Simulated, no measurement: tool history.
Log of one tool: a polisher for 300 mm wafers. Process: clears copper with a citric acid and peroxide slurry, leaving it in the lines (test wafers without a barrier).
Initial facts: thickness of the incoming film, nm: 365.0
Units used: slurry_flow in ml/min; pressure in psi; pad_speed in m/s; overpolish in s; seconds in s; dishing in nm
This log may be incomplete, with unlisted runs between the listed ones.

run 1 hour=0 | slurry_flow=290 pressure=3 pad_speed=1.1 slurry_solids=1 overpolish=26 | seconds=128.94 dishing=18.793
run 2 hour=2.5 | slurry_flow=290 pressure=2.8 pad_speed=1.12 slurry_solids=1 overpolish=23 | seconds=134.95 dishing=18.005
run 3 hour=8.3 | slurry_flow=290 pressure=2.8 pad_speed=0.86 slurry_solids=1 overpolish=23 | seconds=165.37 dishing=17.292
run 4 hour=11.9 | slurry_flow=295 pressure=2.7 pad_speed=0.88 slurry_solids=1.05 overpolish=21 | seconds=164.86 dishing=16.822
run 5 hour=12.5 | slurry_flow=295 pressure=2.7 pad_speed=0.78 slurry_solids=1.05 overpolish=21 | seconds=183.09 dishing=16.571
run 6 hour=19.1 | slurry_flow=320 pressure=2.6 pad_speed=0.8 slurry_solids=1.1 overpolish=19 | seconds=182.7 dishing=15.213
run 7 hour=26.7 | slurry_flow=335 pressure=2.5 pad_speed=0.8 slurry_solids=1.15 overpolish=17 | seconds=187.5 dishing=14.12
run 8 hour=32.2 | slurry_flow=345 pressure=2.5 pad_speed=0.8 slurry_solids=1.15 overpolish=16 | seconds=188.57 dishing=14.715
run 9 hour=37.3 | slurry_flow=265 pressure=2.4 pad_speed=0.84 slurry_solids=1.15 overpolish=8 | seconds=194.77 dishing=9.0272
run 10 hour=45.3 | slurry_flow=265 pressure=2.4 pad_speed=0.84 slurry_solids=1.15 overpolish=8 | seconds=190.36 dishing=9.1884
run 11 hour=52.8 | slurry_flow=275 pressure=2.4 pad_speed=0.84 slurry_solids=1.15 overpolish=8 | seconds=190.73 dishing=9.1582
run 12 hour=56.5 | slurry_flow=285 pressure=2.4 pad_speed=0.84 slurry_solids=1.15 overpolish=8 | seconds=188.64 dishing=9.2231

The next listed run, before its measurement:
run 13 hour=65 | slurry_flow=290 pressure=2.4 pad_speed=0.84 slurry_solids=1.15 overpolish=9 | seconds=? dishing=?

Run 13 measured seconds 189.89 s, dishing 9.7252 nm.

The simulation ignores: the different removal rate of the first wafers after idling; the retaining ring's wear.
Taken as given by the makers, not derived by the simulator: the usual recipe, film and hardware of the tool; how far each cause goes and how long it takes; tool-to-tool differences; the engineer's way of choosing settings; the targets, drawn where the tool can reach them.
